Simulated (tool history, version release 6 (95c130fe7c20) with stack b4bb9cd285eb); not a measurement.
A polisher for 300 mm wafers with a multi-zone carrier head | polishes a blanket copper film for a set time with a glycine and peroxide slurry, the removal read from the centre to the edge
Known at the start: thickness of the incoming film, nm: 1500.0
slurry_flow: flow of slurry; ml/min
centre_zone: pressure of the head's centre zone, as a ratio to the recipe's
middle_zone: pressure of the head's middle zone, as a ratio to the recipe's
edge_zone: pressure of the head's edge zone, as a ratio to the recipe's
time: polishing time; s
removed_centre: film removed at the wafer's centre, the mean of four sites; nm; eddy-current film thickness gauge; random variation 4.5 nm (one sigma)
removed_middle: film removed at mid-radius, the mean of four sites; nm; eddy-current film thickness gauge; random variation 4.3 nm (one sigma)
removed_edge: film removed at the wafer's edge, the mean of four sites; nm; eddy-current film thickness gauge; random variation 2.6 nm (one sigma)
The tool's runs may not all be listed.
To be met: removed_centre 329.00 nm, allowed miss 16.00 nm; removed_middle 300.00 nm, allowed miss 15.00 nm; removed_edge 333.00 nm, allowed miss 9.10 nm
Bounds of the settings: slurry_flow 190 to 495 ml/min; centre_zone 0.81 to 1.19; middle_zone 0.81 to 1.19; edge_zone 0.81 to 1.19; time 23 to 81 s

run 1 hour=0.0 | slurry_flow=320 centre_zone=1.00 middle_zone=1.00 edge_zone=1.00 time=52 | removed_centre=229.66 removed_middle=227.63 removed_edge=223.08
run 2 hour=6.0 | slurry_flow=320 centre_zone=1.00 middle_zone=1.00 edge_zone=1.08 time=52 | removed_centre=229.06 removed_middle=230.57 removed_edge=234.17
run 3 hour=9.9 | slurry_flow=320 centre_zone=1.01 middle_zone=0.99 edge_zone=1.10 time=55 | removed_centre=249.93 removed_middle=245.77 removed_edge=245.28
run 4 hour=12.4 | slurry_flow=320 centre_zone=1.00 middle_zone=0.96 edge_zone=1.12 time=58 | removed_centre=264.73 removed_middle=246.36 removed_edge=262.44
run 5 hour=14.2 | slurry_flow=320 centre_zone=1.00 middle_zone=1.00 edge_zone=1.12 time=58 | removed_centre=262.37 removed_middle=258.59 removed_edge=263.29
run 6 hour=20.2 | slurry_flow=320 centre_zone=1.00 middle_zone=1.00 edge_zone=1.16 time=58 | removed_centre=265.94 removed_middle=249.17 removed_edge=269.65
run 7 hour=21.7 | slurry_flow=320 centre_zone=1.00 middle_zone=1.00 edge_zone=1.17 time=60 | removed_centre=269.23 removed_middle=275.15 removed_edge=274.25
run 8 hour=26.2 | slurry_flow=320 centre_zone=0.99 middle_zone=0.98 edge_zone=1.17 time=62 | removed_centre=273.23 removed_middle=275.92 removed_edge=289.14
run 9 hour=34.4 | slurry_flow=320 centre_zone=1.00 middle_zone=0.97 edge_zone=1.17 time=63 | removed_centre=286.57 removed_middle=272.03 removed_edge=292.62
run 10 hour=36.2 | slurry_flow=320 centre_zone=1.00 middle_zone=0.97 edge_zone=1.17 time=64 | removed_centre=285.02 removed_middle=267.97 removed_edge=298.33
run 11 hour=39.1 | slurry_flow=325 centre_zone=1.01 middle_zone=0.98 edge_zone=1.17 time=65 | removed_centre=293.94 removed_middle=290.07 removed_edge=301.81
run 12 hour=41.0 | slurry_flow=325 centre_zone=1.01 middle_zone=0.97 edge_zone=1.17 time=66 | removed_centre=305.51 removed_middle=295.33 removed_edge=310.04
run 13 hour=48.2 | slurry_flow=330 centre_zone=1.01 middle_zone=0.96 edge_zone=1.17 time=67 | removed_centre=304.38 removed_middle=292.88 removed_edge=307.99
run 14 hour=54.8 | slurry_flow=325 centre_zone=1.01 middle_zone=0.95 edge_zone=1.17 time=68 | removed_centre=306.95 removed_middle=296.19 removed_edge=317.43
-- hour=58.8 worn pad replaced by a new one
run 15 hour=58.8 | slurry_flow=325 centre_zone=1.02 middle_zone=0.94 edge_zone=1.17 time=68 | removed_centre=341.17 removed_middle=314.11 removed_edge=351.30
run 16 hour=61.2 | slurry_flow=325 centre_zone=1.02 middle_zone=0.94 edge_zone=1.17 time=68 | removed_centre=339.03 removed_middle=321.12 removed_edge=347.00

5 next moves are on the table. One of them brings every result within its allowed miss. Which?
run A hour=63.6 | slurry_flow=350 centre_zone=0.99 middle_zone=1.09 edge_zone=1.12 time=66 | removed_centre=? removed_middle=? removed_edge=?
run B hour=63.6 | slurry_flow=395 centre_zone=1.19 middle_zone=1.08 edge_zone=1.05 time=63 | removed_centre=? removed_middle=? removed_edge=?
run C hour=63.6 | slurry_flow=365 centre_zone=0.95 middle_zone=1.01 edge_zone=1.15 time=68 | removed_centre=? removed_middle=? removed_edge=?
run D hour=63.6 | slurry_flow=290 centre_zone=0.99 middle_zone=0.87 edge_zone=1.19 time=61 | removed_centre=? removed_middle=? removed_edge=?
run E hour=63.6 | slurry_flow=330 centre_zone=1.04 middle_zone=0.93 edge_zone=1.17 time=65 | removed_centre=? removed_middle=? removed_edge=?

move=A removed_centre=324.67 removed_middle=355.07 removed_edge=335.53
move=B removed_centre=361.37 removed_middle=339.20 removed_edge=312.35
move=C removed_centre=325.23 removed_middle=344.06 removed_edge=351.71
move=D removed_centre=294.06 removed_middle=266.94 removed_edge=316.82
move=E removed_centre=329.88 removed_middle=304.19 removed_edge=337.40
A: brings the result that was furthest off to its target, and leaves another outside
B: takes the result that was furthest off past its target
C: further off than the last run
D: takes the result that was furthest off past its target
E: meets every target
Move E is the one to make.

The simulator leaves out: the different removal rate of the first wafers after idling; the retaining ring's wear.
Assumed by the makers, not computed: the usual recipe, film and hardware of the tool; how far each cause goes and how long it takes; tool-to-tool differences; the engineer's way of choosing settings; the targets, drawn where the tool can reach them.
